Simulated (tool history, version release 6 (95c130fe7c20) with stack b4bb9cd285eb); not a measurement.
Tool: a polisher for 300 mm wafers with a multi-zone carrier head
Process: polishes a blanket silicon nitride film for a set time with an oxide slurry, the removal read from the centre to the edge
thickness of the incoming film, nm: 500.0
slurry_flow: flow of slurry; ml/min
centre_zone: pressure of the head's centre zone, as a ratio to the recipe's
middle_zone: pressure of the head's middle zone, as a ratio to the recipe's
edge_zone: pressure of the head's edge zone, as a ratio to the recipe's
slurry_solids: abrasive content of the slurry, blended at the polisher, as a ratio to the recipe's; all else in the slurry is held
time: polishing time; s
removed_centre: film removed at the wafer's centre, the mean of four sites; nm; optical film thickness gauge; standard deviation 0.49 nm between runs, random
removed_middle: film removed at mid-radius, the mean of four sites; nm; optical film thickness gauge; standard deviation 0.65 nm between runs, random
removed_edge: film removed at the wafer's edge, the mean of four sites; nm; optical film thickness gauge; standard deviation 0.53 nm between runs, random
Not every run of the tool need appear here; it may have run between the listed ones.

run  hour  slurry_flow  centre_zone  middle_zone  edge_zone  slurry_solids  time  removed_centre  removed_middle  removed_edge
  1     0          240            1            1          1              1    87          59.647           59.54        58.634
  2   1.3          240         1.01         0.98       0.97            0.9    87          57.113          56.795        54.535
  3   3.7          240         1.01         0.91       0.97            0.9    87          56.472          52.076        54.554
  4  10.2          240         1.01         0.91       0.97            0.9   102          66.434           63.08         64.93
  5  18.5          240         1.02          0.9       0.95            0.8   100          61.979          55.769        58.709
  6  24.4          240         1.02         0.91       0.92           0.75   100          58.319           53.93        55.474

For run 7, what comes out?
  7    28          240         1.03         0.91        0.9            0.7   100               ?               ?             ?

Run 7 measured removed_centre 56.804 nm, removed_middle 52.926 nm, removed_edge 52.052 nm.
